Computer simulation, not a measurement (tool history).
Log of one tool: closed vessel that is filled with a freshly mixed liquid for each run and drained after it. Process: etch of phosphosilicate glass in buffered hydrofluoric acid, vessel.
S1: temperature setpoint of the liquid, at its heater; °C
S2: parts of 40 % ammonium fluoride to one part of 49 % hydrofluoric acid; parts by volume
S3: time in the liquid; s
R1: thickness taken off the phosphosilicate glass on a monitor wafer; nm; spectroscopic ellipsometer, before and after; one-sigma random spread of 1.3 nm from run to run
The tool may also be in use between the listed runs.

run 1 hour=0.0 | S1=21.0 S2=19.5 S3=95 | R1=172.22
run 2 hour=7.3 | S1=21.0 S2=19.5 S3=95 | R1=172.75
run 3 hour=12.0 | S1=22.5 S2=19.5 S3=95 | R1=185.63
run 4 hour=17.7 | S1=23.5 S2=19.5 S3=95 | R1=198.84
run 5 hour=25.9 | S1=20.0 S2=19.5 S3=95 | R1=163.49
run 6 hour=31.2 | S1=22.0 S2=19.5 S3=95 | R1=182.07
run 7 hour=39.6 | S1=23.0 S2=19.5 S3=95 | R1=194.19

Forecast run 8:
run 8 hour=41.2 | S1=24.0 S2=19.5 S3=95 | R1=?

Run 8 produced R1 205.88 nm.
